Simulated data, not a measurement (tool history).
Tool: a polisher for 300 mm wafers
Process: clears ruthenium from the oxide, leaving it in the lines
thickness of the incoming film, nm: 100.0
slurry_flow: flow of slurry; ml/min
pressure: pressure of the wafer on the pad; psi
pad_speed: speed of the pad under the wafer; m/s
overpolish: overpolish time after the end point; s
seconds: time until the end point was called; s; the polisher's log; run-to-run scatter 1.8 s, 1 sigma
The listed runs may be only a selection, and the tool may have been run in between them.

run    day  slurry_flow  pressure  pad_speed  overpolish  seconds
  1      0          235         2       0.78          32   138.97
  2  0.217          280         2       0.78          32   135.39
  3  0.317          280       1.9       0.78          32    142.7
  4  0.579          245       1.9       0.78          32   146.19
  5  0.829          245       1.9       0.64          32   174.07
  6  1.175          245       1.9       0.52          32   206.68
  7  1.471          245         2       0.52          32   195.51

For run 8, what comes out?
  8  1.596          245       2.1       0.52          32        ?

For run 8 the tool returned seconds 190.44 s.
